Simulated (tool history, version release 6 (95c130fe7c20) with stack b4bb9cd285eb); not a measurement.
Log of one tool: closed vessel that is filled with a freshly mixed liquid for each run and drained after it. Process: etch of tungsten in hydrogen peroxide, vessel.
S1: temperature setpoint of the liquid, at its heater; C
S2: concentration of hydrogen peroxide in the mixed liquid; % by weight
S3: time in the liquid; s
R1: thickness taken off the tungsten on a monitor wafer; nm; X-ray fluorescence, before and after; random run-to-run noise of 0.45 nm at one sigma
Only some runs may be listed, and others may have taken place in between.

run 1 hour=0 | S1=42 S2=17 S3=95 | R1=69.014
run 2 hour=6.7 | S1=42 S2=17 S3=100 | R1=72.444
run 3 hour=16 | S1=38 S2=17 S3=100 | R1=55.625
run 4 hour=20.5 | S1=38 S2=20 S3=100 | R1=60.162
run 5 hour=29.7 | S1=38 S2=20 S3=100 | R1=60.292
run 6 hour=35.3 | S1=33.5 S2=20 S3=100 | R1=44.824
run 7 hour=36.6 | S1=36.5 S2=20 S3=100 | R1=55.001
run 8 hour=41.2 | S1=38.5 S2=20 S3=100 | R1=62.376
run 9 hour=46.2 | S1=40 S2=20 S3=100 | R1=67.864
run 10 hour=51.9 | S1=41 S2=20 S3=100 | R1=73.125

What does the tool deliver on the next run?
run 11 hour=57.4 | S1=42 S2=20 S3=100 | R1=?

R1: 78.504 nm

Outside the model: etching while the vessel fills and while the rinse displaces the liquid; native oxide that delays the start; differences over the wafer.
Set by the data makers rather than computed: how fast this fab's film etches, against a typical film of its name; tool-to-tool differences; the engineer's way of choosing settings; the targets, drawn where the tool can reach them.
